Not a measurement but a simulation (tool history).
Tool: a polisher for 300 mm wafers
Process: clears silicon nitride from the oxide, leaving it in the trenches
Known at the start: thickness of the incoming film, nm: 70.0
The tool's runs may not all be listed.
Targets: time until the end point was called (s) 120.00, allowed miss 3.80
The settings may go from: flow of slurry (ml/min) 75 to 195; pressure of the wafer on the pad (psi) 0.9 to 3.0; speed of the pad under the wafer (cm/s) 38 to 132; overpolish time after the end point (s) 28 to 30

| run | hour | flow of slurry (ml/min) | pressure of the wafer on the pad (psi) | speed of the pad under the wafer (cm/s) | overpolish time after the end point (s) | time until the end point was called (s) |
|---|---|---|---|---|---|---|
| 1 | 0.0 | 125 | 1.9 | 84 | 28 | 138.26 |
| 2 | 8.4 | 130 | 1.9 | 84 | 28 | 137.93 |
| 3 | 16.6 | 135 | 1.9 | 84 | 28 | 137.19 |
| 4 | 19.9 | 145 | 2.0 | 84 | 28 | 129.19 |
| 5 | 21.7 | 145 | 2.0 | 64 | 28 | 167.74 |
| 6 | 24.3 | 145 | 2.0 | 64 | 28 | 169.59 |
| 7 | 27.5 | 145 | 2.0 | 64 | 28 | 166.91 |
| 8 | 35.8 | 145 | 2.1 | 64 | 28 | 160.01 |
| 9 | 44.1 | 145 | 2.2 | 64 | 28 | 152.83 |
| 10 | 51.9 | 145 | 2.3 | 64 | 28 | 148.25 |
| 11 | 52.5 | 145 | 2.4 | 64 | 28 | 144.64 |

4 next moves are on the table. One of them brings every result within its allowed miss. Which?
| A | 53.1 | 130 | 2.3 | 76 | 30 | ? |
| B | 53.1 | 160 | 2.5 | 72 | 28 | ? |
| C | 53.1 | 175 | 2.2 | 76 | 30 | ? |
| D | 53.1 | 155 | 1.8 | 66 | 28 | ? |

| move | time until the end point was called (s) |
|---|---|
| A | 128.30 |
| B | 120.03 |
| C | 126.58 |
| D | 178.42 |
A: nearer than the last run, and not there yet
B: meets every target
C: nearer than the last run, and not there yet
D: further off than the last run
Move B is the one to make.
